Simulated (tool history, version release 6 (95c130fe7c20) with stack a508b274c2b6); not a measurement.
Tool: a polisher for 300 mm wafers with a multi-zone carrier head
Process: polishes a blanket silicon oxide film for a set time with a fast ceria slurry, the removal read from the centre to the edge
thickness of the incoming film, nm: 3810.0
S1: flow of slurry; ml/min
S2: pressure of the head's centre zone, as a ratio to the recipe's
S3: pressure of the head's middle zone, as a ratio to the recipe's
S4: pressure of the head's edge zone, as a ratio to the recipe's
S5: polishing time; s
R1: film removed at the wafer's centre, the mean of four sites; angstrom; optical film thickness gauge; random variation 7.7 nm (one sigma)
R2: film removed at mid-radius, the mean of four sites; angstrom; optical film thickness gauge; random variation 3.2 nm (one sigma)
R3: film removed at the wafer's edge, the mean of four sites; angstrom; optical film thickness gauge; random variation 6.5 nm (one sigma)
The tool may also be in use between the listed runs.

run 1 hour=0.0 | S1=285 S2=1.00 S3=1.00 S4=1.00 S5=43 | R1=6420.4 R2=6402.2 R3=6120.8
run 2 hour=8.6 | S1=285 S2=0.95 S3=1.00 S4=1.00 S5=43 | R1=5950.0 R2=6291.6 R3=6125.0
run 3 hour=10.7 | S1=285 S2=0.95 S3=1.00 S4=1.00 S5=53 | R1=7427.8 R2=7781.1 R3=7696.5
run 4 hour=19.7 | S1=280 S2=0.95 S3=0.98 S4=0.99 S5=51 | R1=7036.4 R2=7351.2 R3=7274.8
run 5 hour=27.4 | S1=280 S2=0.95 S3=0.90 S4=0.99 S5=51 | R1=7013.5 R2=6994.8 R3=7222.9
run 6 hour=34.6 | S1=275 S2=0.96 S3=0.89 S4=1.00 S5=49 | R1=7063.7 R2=6668.8 R3=7010.0
run 7 hour=36.5 | S1=255 S2=0.91 S3=0.81 S4=0.94 S5=37 | R1=4904.1 R2=4793.0 R3=5063.3

The next listed run, before its measurement:
run 8 hour=39.7 | S1=255 S2=0.92 S3=0.81 S4=0.95 S5=37 | R1=? R2=? R3=?

Run 8 gave R1 4920.1 angstrom, R2 4721.5 angstrom, R3 5098.0 angstrom.
